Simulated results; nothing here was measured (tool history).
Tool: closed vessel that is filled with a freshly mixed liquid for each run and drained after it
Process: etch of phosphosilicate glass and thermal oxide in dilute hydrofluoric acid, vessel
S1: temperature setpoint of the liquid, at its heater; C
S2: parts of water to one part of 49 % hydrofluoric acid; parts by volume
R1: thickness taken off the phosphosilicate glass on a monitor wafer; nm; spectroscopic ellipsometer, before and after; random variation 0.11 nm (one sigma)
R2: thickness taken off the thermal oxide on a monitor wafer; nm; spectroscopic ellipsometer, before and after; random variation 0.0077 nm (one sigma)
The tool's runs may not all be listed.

run 1 hour=0.0 | S1=24.0 S2=85 time_in_the_liquid_(s)=60 | R1=83.421 R2=3.6346
run 2 hour=4.0 | S1=26.0 S2=85 time_in_the_liquid_(s)=60 | R1=89.969 R2=3.8995
run 3 hour=9.5 | S1=23.5 S2=100 time_in_the_liquid_(s)=55 | R1=63.028 R2=2.7375
run 4 hour=16.6 | S1=26.5 S2=100 time_in_the_liquid_(s)=55 | R1=69.696 R2=3.0859
run 5 hour=23.8 | S1=26.5 S2=100 time_in_the_liquid_(s)=75 | R1=95.846 R2=4.2321
run 6 hour=29.0 | S1=29.5 S2=100 time_in_the_liquid_(s)=75 | R1=106.370 R2=4.6600
run 7 hour=36.9 | S1=26.5 S2=115 time_in_the_liquid_(s)=65 | R1=70.613 R2=3.0815
run 8 hour=45.3 | S1=24.0 S2=125 time_in_the_liquid_(s)=55 | R1=49.175 R2=2.1559
run 9 hour=53.8 | S1=22.5 S2=130 time_in_the_liquid_(s)=50 | R1=40.313 R2=1.7608

Expected results for the next run?
run 10 hour=55.5 | S1=22.5 S2=130 time_in_the_liquid_(s)=50 | R1=? R2=?

Run 10 yielded R1 40.447 nm, R2 1.7621 nm.
